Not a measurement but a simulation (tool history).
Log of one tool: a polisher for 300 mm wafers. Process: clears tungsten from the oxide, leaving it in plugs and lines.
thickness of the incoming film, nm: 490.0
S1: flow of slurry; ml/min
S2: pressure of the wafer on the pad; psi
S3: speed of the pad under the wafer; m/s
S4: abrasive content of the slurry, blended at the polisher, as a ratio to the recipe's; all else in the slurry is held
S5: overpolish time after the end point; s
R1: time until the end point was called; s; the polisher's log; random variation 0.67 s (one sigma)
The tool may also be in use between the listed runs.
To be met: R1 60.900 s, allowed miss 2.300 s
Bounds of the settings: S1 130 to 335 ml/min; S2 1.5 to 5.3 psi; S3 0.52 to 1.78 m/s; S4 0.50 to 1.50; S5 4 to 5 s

run  hour   S1   S2    S3    S4  S5      R1
  1   0.0  215  3.4  1.14  1.00   5  94.671
  2   7.4  215  4.1  1.14  1.00   5  84.975
  3  11.8  215  4.3  1.16  1.00   5  81.263
  4  18.0  215  4.3  1.16  1.10   5  77.520
  5  21.3  215  3.7  1.16  1.10   5  85.267
  6  25.0  215  4.0  1.18  1.10   5  79.904
  7  33.6  215  4.2  1.18  1.10   5  78.441
  8  39.8  215  4.4  1.20  1.10   5  75.530
  9  47.7  215  4.5  1.22  1.10   5  72.215
 10  55.9  220  5.2  1.24  1.10   5  64.742

Which of these 5 next moves meets every target?
  A  64.1  145  5.3  1.30  1.30   5   ?
  B  64.1  260  4.9  1.14  1.10   5   ?
  C  64.1  235  5.3  1.38  1.15   5   ?
  D  64.1  265  4.3  1.40  0.90   4   ?
  E  64.1  220  4.7  1.12  1.20   5   ?

move      R1
   A  61.368
   B  70.038
   C  57.236
   D  70.236
   E  72.642
A: meets every target
B: further off than the last run
C: takes the result that was furthest off past its target
D: further off than the last run
E: further off than the last run
Move A is the one to make.
